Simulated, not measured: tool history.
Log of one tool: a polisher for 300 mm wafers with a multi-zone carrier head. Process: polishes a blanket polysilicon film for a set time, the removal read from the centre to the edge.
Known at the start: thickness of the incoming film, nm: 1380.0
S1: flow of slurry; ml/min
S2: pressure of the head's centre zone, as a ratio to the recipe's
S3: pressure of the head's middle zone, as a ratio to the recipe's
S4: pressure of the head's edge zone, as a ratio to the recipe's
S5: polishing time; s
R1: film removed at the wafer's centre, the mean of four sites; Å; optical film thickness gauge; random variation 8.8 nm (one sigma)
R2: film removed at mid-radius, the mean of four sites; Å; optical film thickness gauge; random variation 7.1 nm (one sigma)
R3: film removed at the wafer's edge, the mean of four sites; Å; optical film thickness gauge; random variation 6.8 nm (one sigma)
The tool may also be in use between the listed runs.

| run | day | S1 | S2 | S3 | S4 | S5 | R1 | R2 | R3 |
|---|---|---|---|---|---|---|---|---|---|
| 1 | 0 | 315 | 1 | 1 | 1 | 70 | 4941.7 | 4810.2 | 4715.2 |
| 2 | 0.175 | 315 | 1 | 1.07 | 1 | 70 | 4893.8 | 5158.9 | 4837.6 |
| 3 | 0.2 | 320 | 1.05 | 1.08 | 1 | 73 | 5370.6 | 5417.3 | 5044 |
| 4 | 0.288 | 325 | 1.09 | 1.09 | 0.99 | 75 | 5759 | 5581.7 | 5088.3 |
| 5 | 0.629 | 325 | 1.03 | 1.09 | 0.99 | 75 | 5503.4 | 5614.8 | 5191.8 |
| 6 | 0.892 | 325 | 1.09 | 1.09 | 0.99 | 75 | 5784.2 | 5605.8 | 5100.9 |

Forecast run 7:
| 7 | 1.138 | 330 | 1.12 | 1.09 | 1 | 77 | ? | ? | ? |

{"run 7": {"R1": 6026.8, "R2": 5839.8, "R3": 5305.6}}
